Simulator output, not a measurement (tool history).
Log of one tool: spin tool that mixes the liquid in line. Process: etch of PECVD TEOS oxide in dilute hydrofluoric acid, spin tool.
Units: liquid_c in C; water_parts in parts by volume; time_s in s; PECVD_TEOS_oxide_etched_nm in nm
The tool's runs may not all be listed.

Run 1, day 0: liquid_c 24 C, water_parts 75 parts by volume, time_s 305 s. Result: PECVD_TEOS_oxide_etched_nm 68.339 nm.
Run 2, day 0.325: liquid_c 23 C, water_parts 75 parts by volume, time_s 305 s. Result: PECVD_TEOS_oxide_etched_nm 65.211 nm.
Run 3, day 0.475: liquid_c 23 C, water_parts 50 parts by volume, time_s 305 s. Result: PECVD_TEOS_oxide_etched_nm 101.19 nm.
Run 4, day 0.817: liquid_c 22 C, water_parts 55 parts by volume, time_s 305 s. Result: PECVD_TEOS_oxide_etched_nm 88.186 nm.
Run 5, day 1.162: liquid_c 22 C, water_parts 80 parts by volume, time_s 305 s. Result: PECVD_TEOS_oxide_etched_nm 59.023 nm.
At day 1.217: thermometer replaced.
Run 6, day 1.217: liquid_c 25 C, water_parts 80 parts by volume, time_s 305 s. Result: PECVD_TEOS_oxide_etched_nm 63.124 nm.
Run 7, day 1.396: liquid_c 24.5 C, water_parts 80 parts by volume, time_s 305 s. Result: PECVD_TEOS_oxide_etched_nm 61.07 nm.

Run 8 comes next. What will it give?
Run 8, day 1.546: liquid_c 24 C, water_parts 80 parts by volume, time_s 305 s. Result: PECVD_TEOS_oxide_etched_nm ?.

Run 8 gave PECVD_TEOS_oxide_etched_nm 59.767 nm.
